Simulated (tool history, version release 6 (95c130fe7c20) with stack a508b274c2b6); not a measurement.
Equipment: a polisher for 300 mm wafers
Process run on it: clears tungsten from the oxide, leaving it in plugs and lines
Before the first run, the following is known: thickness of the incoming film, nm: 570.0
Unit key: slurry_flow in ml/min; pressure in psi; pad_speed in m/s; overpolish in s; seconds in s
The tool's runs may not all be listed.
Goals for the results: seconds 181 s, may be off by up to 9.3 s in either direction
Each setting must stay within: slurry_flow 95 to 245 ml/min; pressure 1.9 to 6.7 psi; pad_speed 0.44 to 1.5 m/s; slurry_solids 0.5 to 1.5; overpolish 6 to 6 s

run,day,slurry_flow,pressure,pad_speed,slurry_solids,overpolish,seconds
1,0,155,4.3,0.96,1,6,117.77
2,0.079,155,4.1,0.96,1,6,119.7
3,0.304,155,3.9,0.96,1,6,126.15
4,0.488,155,3.9,1.04,1,6,117.04
5,0.683,155,3.9,1.04,0.85,6,122.58
6,1.025,155,3.7,1.04,0.85,6,127.78
7,1.304,155,3.7,1.04,0.85,6,124.75
8,1.65,155,3.5,1.04,0.85,6,138.73

Which single option among these 4 for the next run brings every result within its allowed miss of target? Just one does.
A,1.996,150,3.5,1.02,0.95,6,?
B,1.996,165,3.9,1.02,0.75,6,?
C,1.996,135,3,0.84,1,6,?
D,1.996,215,3.2,1.4,1.1,6,?

move,seconds
A,135.36
B,128.71
C,182.55
D,101.24
A: the biggest miss grows against the last run
B: the biggest miss grows against the last run
C: all results land within tolerance of their targets
D: the biggest miss grows against the last run
Answer: C

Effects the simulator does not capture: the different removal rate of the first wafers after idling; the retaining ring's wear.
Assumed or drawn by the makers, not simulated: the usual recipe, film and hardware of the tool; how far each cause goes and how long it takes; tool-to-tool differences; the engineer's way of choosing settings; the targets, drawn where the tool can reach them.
